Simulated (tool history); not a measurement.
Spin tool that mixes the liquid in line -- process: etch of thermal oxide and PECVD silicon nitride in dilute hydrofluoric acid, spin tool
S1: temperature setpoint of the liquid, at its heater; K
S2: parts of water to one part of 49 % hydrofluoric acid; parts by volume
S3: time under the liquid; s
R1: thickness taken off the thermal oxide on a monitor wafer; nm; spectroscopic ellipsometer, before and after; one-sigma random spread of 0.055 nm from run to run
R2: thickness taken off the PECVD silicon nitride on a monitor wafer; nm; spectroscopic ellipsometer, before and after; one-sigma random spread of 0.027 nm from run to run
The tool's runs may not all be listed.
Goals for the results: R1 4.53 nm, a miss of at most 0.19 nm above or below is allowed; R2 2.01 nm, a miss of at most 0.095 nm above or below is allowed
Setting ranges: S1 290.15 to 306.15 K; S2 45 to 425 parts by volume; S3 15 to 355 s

{"run": 1, "hour": 0.0, "S1": 298.15, "S2": 235, "S3": 180, "R1": 3.0987, "R2": 1.6021}
{"run": 2, "hour": 7.9, "S1": 298.15, "S2": 225, "S3": 175, "R1": 3.1927, "R2": 1.6304}
{"run": 3, "hour": 8.8, "S1": 298.15, "S2": 215, "S3": 175, "R1": 3.4009, "R2": 1.727}
{"run": 4, "hour": 10.9, "S1": 298.15, "S2": 215, "S3": 220, "R1": 4.3055, "R2": 2.1686}
{"run": 5, "hour": 16.9, "S1": 298.15, "S2": 145, "S3": 220, "R1": 6.7835, "R2": 3.2616}
{"run": 6, "hour": 25.6, "S1": 298.15, "S2": 70, "S3": 220, "R1": 15.362, "R2": 6.7831}
{"run": 7, "hour": 31.7, "S1": 297.65, "S2": 85, "S3": 220, "R1": 12.412, "R2": 5.4013}
{"run": 8, "hour": 39.6, "S1": 297.15, "S2": 95, "S3": 220, "R1": 10.614, "R2": 4.5457}
{"run": 9, "hour": 41.0, "S1": 297.15, "S2": 105, "S3": 225, "R1": 9.6157, "R2": 4.2762}
{"run": 10, "hour": 45.9, "S1": 296.65, "S2": 110, "S3": 230, "R1": 9.4061, "R2": 4.0061}
{"run": 11, "hour": 54.1, "S1": 296.65, "S2": 120, "S3": 230, "R1": 8.1644, "R2": 3.6426}
{"run": 12, "hour": 54.9, "S1": 292.65, "S2": 210, "S3": 240, "R1": 3.9567, "R2": 1.7401}
{"run": 13, "hour": 57.0, "S1": 293.15, "S2": 200, "S3": 235, "R1": 4.1311, "R2": 1.7665}

Exactly one of the 5 candidate moves below puts every result within its allowed miss. Which one?
{"run": "A", "hour": 59.1, "S1": 292.65, "S2": 230, "S3": 250, "R1": "?", "R2": "?"}
{"run": "B", "hour": 59.1, "S1": 295.65, "S2": 240, "S3": 260, "R1": "?", "R2": "?"}
{"run": "C", "hour": 59.1, "S1": 295.65, "S2": 295, "S3": 345, "R1": "?", "R2": "?"}
{"run": "D", "hour": 59.1, "S1": 290.15, "S2": 185, "S3": 220, "R1": "?", "R2": "?"}
{"run": "E", "hour": 59.1, "S1": 292.15, "S2": 220, "S3": 300, "R1": "?", "R2": "?"}

move=A R1=3.6357 R2=1.6366
move=B R1=4.0149 R2=1.98
move=C R1=4.1088 R2=2.1454
move=D R1=3.7615 R2=1.504
move=E R1=4.5167 R2=1.9841
A: lands further from the targets than the last run did
B: the furthest-off result lands on target, but another misses its tolerance
C: takes the biggest miss from the last run beyond its target
D: lands further from the targets than the last run did
E: every result within its allowed miss
Correct choice: E, which meets every target
